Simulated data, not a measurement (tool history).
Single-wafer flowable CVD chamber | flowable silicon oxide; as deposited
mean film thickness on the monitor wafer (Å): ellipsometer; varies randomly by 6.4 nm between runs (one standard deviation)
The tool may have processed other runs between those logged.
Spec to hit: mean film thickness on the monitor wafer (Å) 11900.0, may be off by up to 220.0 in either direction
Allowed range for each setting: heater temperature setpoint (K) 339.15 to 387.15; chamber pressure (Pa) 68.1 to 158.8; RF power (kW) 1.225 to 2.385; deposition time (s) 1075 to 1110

run	hour	heater temperature setpoint (K)	chamber pressure (Pa)	RF power (kW)	deposition time (s)	mean film thickness on the monitor wafer (Å)
1	0.0	363.15	113.5	1.805	1075	8271.7
2	4.7	363.15	113.5	1.630	1075	8291.4
3	9.2	363.15	113.5	1.630	1110	8513.2
4	15.5	363.15	127.1	1.630	1110	9435.7
5	23.0	363.15	127.1	1.630	1110	9446.6
6	25.4	363.15	127.1	1.630	1110	9471.7
7	34.2	362.15	127.1	1.630	1110	9689.6
8	41.1	361.15	127.1	1.630	1110	9944.2
9	46.8	360.15	127.1	1.630	1110	10232.0
10	53.5	359.15	127.1	1.630	1110	10526.0

Which single option among these 5 for the next run brings every result within its allowed miss of target? Just one does.
A	60.2	360.15	117.2	1.890	1075	?
B	60.2	360.15	148.0	1.295	1110	?
C	60.2	366.15	135.1	1.455	1110	?
D	60.2	360.15	142.4	2.075	1110	?
E	60.2	358.15	117.7	1.600	1075	?

move	mean film thickness on the monitor wafer (Å)
A	9423.1
B	11369.0
C	9014.1
D	11883.0
E	9693.2
A: the biggest miss grows against the last run
B: nearer than the last run, and not there yet
C: the biggest miss grows against the last run
D: every result lands within tolerance
E: the biggest miss grows against the last run
Answer: D

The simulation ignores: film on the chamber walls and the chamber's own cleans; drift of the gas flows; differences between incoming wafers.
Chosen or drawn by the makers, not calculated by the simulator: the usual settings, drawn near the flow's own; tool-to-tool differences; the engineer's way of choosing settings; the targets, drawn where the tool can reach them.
